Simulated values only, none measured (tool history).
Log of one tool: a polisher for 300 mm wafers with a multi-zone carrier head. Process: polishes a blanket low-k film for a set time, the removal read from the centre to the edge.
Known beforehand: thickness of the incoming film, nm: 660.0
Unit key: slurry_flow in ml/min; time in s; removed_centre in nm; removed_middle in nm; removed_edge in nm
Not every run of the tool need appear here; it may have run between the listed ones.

run,hour,slurry_flow,centre_zone,middle_zone,edge_zone,slurry_solids,time,removed_centre,removed_middle,removed_edge
1,0,275,1,1,1,1,32,15.432,15.114,14.915
2,4.8,275,1,1,1,0.85,32,14.169,14.034,14.256
3,5.7,275,1,1,0.96,0.85,32,14.491,14.04,13.605
4,13.8,275,1,1,0.89,0.85,32,14.42,14.142,13.217
5,21.5,270,1,0.97,0.87,0.8,32,13.768,13.635,12.943
6,25.6,275,1.02,0.95,0.86,0.75,32,13.946,12.839,12.546
7,26.9,270,1.02,0.94,0.85,0.7,32,13.41,12.365,11.991
8,29.3,255,1.02,0.93,0.84,0.7,32,13.213,12.211,11.99
9,37.8,250,1.02,0.93,0.83,0.7,32,13.168,12.111,11.96
10,43.1,245,1.02,0.93,0.82,0.7,32,13.201,12.029,11.732

What will run 11 give?
11,50.9,235,1.02,0.93,0.82,0.7,32,?,?,?

removed_centre: 13.024 nm
removed_middle: 12.107 nm
removed_edge: 11.599 nm
